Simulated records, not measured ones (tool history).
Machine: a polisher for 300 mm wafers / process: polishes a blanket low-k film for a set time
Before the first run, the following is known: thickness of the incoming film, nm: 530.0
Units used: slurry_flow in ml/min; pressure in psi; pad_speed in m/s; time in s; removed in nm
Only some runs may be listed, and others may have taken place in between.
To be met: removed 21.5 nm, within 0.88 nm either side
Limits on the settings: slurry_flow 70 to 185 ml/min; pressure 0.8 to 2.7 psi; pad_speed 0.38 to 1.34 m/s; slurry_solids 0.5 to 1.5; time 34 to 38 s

| run | hour | slurry_flow | pressure | pad_speed | slurry_solids | time | removed |
|---|---|---|---|---|---|---|---|
| 1 | 0 | 120 | 1.7 | 0.86 | 1 | 38 | 10.713 |
| 2 | 6.2 | 120 | 1.9 | 0.88 | 1 | 38 | 11.884 |
| 3 | 7.1 | 120 | 2.3 | 0.88 | 1 | 38 | 14.49 |
| 4 | 14.1 | 125 | 2.4 | 0.9 | 1 | 38 | 15.086 |
| 5 | 20.7 | 125 | 2.4 | 0.94 | 1 | 38 | 15.765 |
| 6 | 24.2 | 125 | 2.4 | 0.98 | 1 | 38 | 16.244 |
| 7 | 26.5 | 125 | 2.4 | 0.98 | 1 | 38 | 16.598 |
| 8 | 33.2 | 125 | 2.4 | 1 | 1 | 38 | 16.996 |
| 9 | 38.5 | 140 | 2.7 | 1.04 | 1 | 38 | 19.723 |
| 10 | 45 | 140 | 2.7 | 1.06 | 1 | 38 | 19.667 |
| 11 | 49.2 | 140 | 2.7 | 1.08 | 1 | 38 | 20.321 |

4 next moves are on the table. One of them brings every result within its allowed miss. Which?
| A | 53.4 | 145 | 2.7 | 1.06 | 1.1 | 35 | ? |
| B | 53.4 | 185 | 2.7 | 1.14 | 0.95 | 37 | ? |
| C | 53.4 | 135 | 2.4 | 1.2 | 1 | 36 | ? |
| D | 53.4 | 140 | 2.7 | 1.18 | 0.9 | 35 | ? |

| move | removed |
|---|---|
| A | 19.31 |
| B | 21.266 |
| C | 18.624 |
| D | 19.382 |
A: further off than the last run
B: meets every target
C: further off than the last run
D: further off than the last run
Move B is the one to make.

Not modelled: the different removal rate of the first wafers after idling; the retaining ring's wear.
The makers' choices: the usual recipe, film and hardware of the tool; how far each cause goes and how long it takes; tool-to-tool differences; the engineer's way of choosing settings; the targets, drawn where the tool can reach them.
